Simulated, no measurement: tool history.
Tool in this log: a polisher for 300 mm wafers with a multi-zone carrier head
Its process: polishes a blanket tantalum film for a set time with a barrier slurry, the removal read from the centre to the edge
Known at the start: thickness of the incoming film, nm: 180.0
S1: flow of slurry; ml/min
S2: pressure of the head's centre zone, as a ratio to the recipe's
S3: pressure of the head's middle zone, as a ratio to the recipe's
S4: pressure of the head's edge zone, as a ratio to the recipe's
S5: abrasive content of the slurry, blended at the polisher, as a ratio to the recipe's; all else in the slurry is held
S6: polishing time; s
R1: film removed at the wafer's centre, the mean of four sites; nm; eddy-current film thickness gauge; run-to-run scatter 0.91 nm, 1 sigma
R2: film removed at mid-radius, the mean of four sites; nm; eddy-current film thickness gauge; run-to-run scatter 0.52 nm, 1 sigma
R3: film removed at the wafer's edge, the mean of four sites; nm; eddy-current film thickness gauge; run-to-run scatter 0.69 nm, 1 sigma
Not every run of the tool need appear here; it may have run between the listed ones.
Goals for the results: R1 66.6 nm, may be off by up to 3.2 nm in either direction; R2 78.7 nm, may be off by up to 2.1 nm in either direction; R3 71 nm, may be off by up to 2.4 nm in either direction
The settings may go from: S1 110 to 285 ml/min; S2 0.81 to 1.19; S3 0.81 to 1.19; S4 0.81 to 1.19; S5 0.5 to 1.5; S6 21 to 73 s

| run | hour | S1 | S2 | S3 | S4 | S5 | S6 | R1 | R2 | R3 |
|---|---|---|---|---|---|---|---|---|---|---|
| 1 | 0 | 180 | 1 | 1 | 1 | 1 | 47 | 55.305 | 56.303 | 55.142 |
| 2 | 7.3 | 180 | 1 | 1 | 1.05 | 1 | 47 | 54.743 | 56.51 | 55.931 |
| 3 | 12.8 | 180 | 1 | 1 | 1.11 | 1 | 47 | 54.448 | 56.922 | 56.799 |
| 4 | 14.4 | 190 | 1 | 1.03 | 1.12 | 1.15 | 47 | 57.632 | 60.648 | 60.134 |
| 5 | 17 | 200 | 0.99 | 1.07 | 1.13 | 1.25 | 47 | 59.121 | 64.471 | 61.25 |
| 6 | 19 | 205 | 0.98 | 1.09 | 1.14 | 1.3 | 48 | 61.119 | 67.507 | 64.4 |
| 7 | 19.7 | 215 | 0.98 | 1.11 | 1.15 | 1.35 | 48 | 60.35 | 69.227 | 66.234 |
| 8 | 22.1 | 220 | 0.99 | 1.13 | 1.14 | 1.4 | 48 | 63.081 | 71.996 | 67.433 |
| 9 | 25 | 230 | 0.99 | 1.15 | 1.14 | 1.4 | 48 | 64.061 | 73.824 | 67.4 |
| 10 | 29.1 | 235 | 0.99 | 1.16 | 1.15 | 1.4 | 48 | 63.358 | 74.42 | 67.353 |

Pick the move, out of 5, that brings all results within their allowed miss; only one does.
| A | 33.2 | 255 | 1.05 | 1.06 | 1.19 | 1.4 | 50 | ? | ? | ? |
| B | 33.2 | 215 | 0.94 | 1.15 | 1.19 | 1.5 | 46 | ? | ? | ? |
| C | 33.2 | 215 | 0.94 | 1.03 | 1.19 | 1.4 | 53 | ? | ? | ? |
| D | 33.2 | 240 | 1 | 1.19 | 1.06 | 1.3 | 51 | ? | ? | ? |
| E | 33.2 | 240 | 0.99 | 1.17 | 1.16 | 1.35 | 51 | ? | ? | ? |

| move | R1 | R2 | R3 |
|---|---|---|---|
| A | 70.12 | 72.064 | 72.318 |
| B | 57.164 | 70.606 | 66.321 |
| C | 64.843 | 72.949 | 75.414 |
| D | 66.473 | 79.283 | 67.876 |
| E | 66.364 | 78.8 | 71.691 |
A: further off than the last run
B: further off than the last run
C: further off than the last run
D: gets the furthest-off result to its target, but another result is out of tolerance
E: hits every target within its allowed miss
E meets every target.
